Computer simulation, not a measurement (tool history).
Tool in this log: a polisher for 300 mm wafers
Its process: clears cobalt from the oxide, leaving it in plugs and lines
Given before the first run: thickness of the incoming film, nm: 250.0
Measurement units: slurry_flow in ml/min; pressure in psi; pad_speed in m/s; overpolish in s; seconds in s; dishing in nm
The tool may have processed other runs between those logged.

run	day	slurry_flow	pressure	pad_speed	overpolish	seconds	dishing
1	0.000	310	1.3	1.08	28	62.241	52.734
2	0.054	310	1.4	1.08	28	57.186	56.388
3	0.079	310	1.5	1.08	27	53.573	55.280
4	0.354	310	1.6	1.08	27	50.875	57.067
5	0.450	310	1.6	1.18	27	46.516	58.535
6	0.733	310	1.6	1.36	27	40.855	59.741
7	0.896	310	1.6	1.36	28	40.474	63.739

Expected results for the next run?
8	1.038	310	1.7	1.36	28	?	?

seconds: 38.361 s
dishing: 64.651 nm
